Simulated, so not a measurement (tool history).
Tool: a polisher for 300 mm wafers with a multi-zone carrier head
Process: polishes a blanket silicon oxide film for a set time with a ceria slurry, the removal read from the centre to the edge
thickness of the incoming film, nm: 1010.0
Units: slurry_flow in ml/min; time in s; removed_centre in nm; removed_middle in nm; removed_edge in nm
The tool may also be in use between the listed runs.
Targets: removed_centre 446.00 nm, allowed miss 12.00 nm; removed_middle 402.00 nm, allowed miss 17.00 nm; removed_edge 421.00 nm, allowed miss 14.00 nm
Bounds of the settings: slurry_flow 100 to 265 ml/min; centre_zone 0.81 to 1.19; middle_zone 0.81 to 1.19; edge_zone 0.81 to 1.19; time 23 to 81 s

{"run": 1, "hour": 0.0, "slurry_flow": 170, "centre_zone": 1.0, "middle_zone": 1.0, "edge_zone": 1.0, "time": 52, "removed_centre": 332.88, "removed_middle": 325.86, "removed_edge": 321.45}
{"run": 2, "hour": 3.3, "slurry_flow": 170, "centre_zone": 1.0, "middle_zone": 1.0, "edge_zone": 1.0, "time": 62, "removed_centre": 396.86, "removed_middle": 381.78, "removed_edge": 382.22}
{"run": 3, "hour": 11.6, "slurry_flow": 170, "centre_zone": 1.0, "middle_zone": 1.03, "edge_zone": 1.0, "time": 62, "removed_centre": 394.81, "removed_middle": 391.59, "removed_edge": 382.5}
{"run": 4, "hour": 12.4, "slurry_flow": 180, "centre_zone": 1.01, "middle_zone": 1.02, "edge_zone": 1.01, "time": 62, "removed_centre": 403.11, "removed_middle": 393.36, "removed_edge": 385.09}
{"run": 5, "hour": 19.0, "slurry_flow": 180, "centre_zone": 1.01, "middle_zone": 1.02, "edge_zone": 1.01, "time": 49, "removed_centre": 318.16, "removed_middle": 309.95, "removed_edge": 312.88}
{"run": 6, "hour": 26.2, "slurry_flow": 180, "centre_zone": 1.01, "middle_zone": 1.02, "edge_zone": 1.01, "time": 44, "removed_centre": 287.02, "removed_middle": 277.81, "removed_edge": 271.97}
{"run": 7, "hour": 27.5, "slurry_flow": 180, "centre_zone": 1.01, "middle_zone": 1.02, "edge_zone": 1.01, "time": 44, "removed_centre": 290.46, "removed_middle": 275.55, "removed_edge": 272.04}
{"run": 8, "hour": 30.1, "slurry_flow": 185, "centre_zone": 1.02, "middle_zone": 1.02, "edge_zone": 1.03, "time": 47, "removed_centre": 309.44, "removed_middle": 297.57, "removed_edge": 298.07}
{"run": 9, "hour": 36.2, "slurry_flow": 195, "centre_zone": 1.04, "middle_zone": 1.03, "edge_zone": 1.05, "time": 49, "removed_centre": 333.07, "removed_middle": 309.53, "removed_edge": 321.98}
{"run": 10, "hour": 41.9, "slurry_flow": 235, "centre_zone": 1.14, "middle_zone": 1.13, "edge_zone": 1.12, "time": 59, "removed_centre": 457.05, "removed_middle": 426.57, "removed_edge": 401.15}
{"run": 11, "hour": 44.0, "slurry_flow": 235, "centre_zone": 1.14, "middle_zone": 1.13, "edge_zone": 1.12, "time": 59, "removed_centre": 456.85, "removed_middle": 424.25, "removed_edge": 399.41}
{"run": 12, "hour": 52.5, "slurry_flow": 235, "centre_zone": 1.13, "middle_zone": 1.12, "edge_zone": 1.13, "time": 59, "removed_centre": 457.36, "removed_middle": 422.77, "removed_edge": 401.17}

Which of these 4 next moves meets every target?
{"run": "A", "hour": 61.0, "slurry_flow": 240, "centre_zone": 1.06, "middle_zone": 0.92, "edge_zone": 1.19, "time": 66, "removed_centre": "?", "removed_middle": "?", "removed_edge": "?"}
{"run": "B", "hour": 61.0, "slurry_flow": 250, "centre_zone": 1.08, "middle_zone": 1.02, "edge_zone": 1.17, "time": 60, "removed_centre": "?", "removed_middle": "?", "removed_edge": "?"}
{"run": "C", "hour": 61.0, "slurry_flow": 240, "centre_zone": 1.14, "middle_zone": 1.13, "edge_zone": 1.09, "time": 63, "removed_centre": "?", "removed_middle": "?", "removed_edge": "?"}
{"run": "D", "hour": 61.0, "slurry_flow": 225, "centre_zone": 1.09, "middle_zone": 1.1, "edge_zone": 1.19, "time": 65, "removed_centre": "?", "removed_middle": "?", "removed_edge": "?"}

move=A removed_centre=470.58 removed_middle=405.74 removed_edge=465.72
move=B removed_centre=438.67 removed_middle=404.24 removed_edge=420.67
move=C removed_centre=484.05 removed_middle=460.81 removed_edge=423.73
move=D removed_centre=472.83 removed_middle=460.75 removed_edge=454.68
A: takes the result that was furthest off past its target
B: meets every target
C: brings the result that was furthest off to its target, and leaves another outside
D: takes the result that was furthest off past its target
Move B is the one to make.

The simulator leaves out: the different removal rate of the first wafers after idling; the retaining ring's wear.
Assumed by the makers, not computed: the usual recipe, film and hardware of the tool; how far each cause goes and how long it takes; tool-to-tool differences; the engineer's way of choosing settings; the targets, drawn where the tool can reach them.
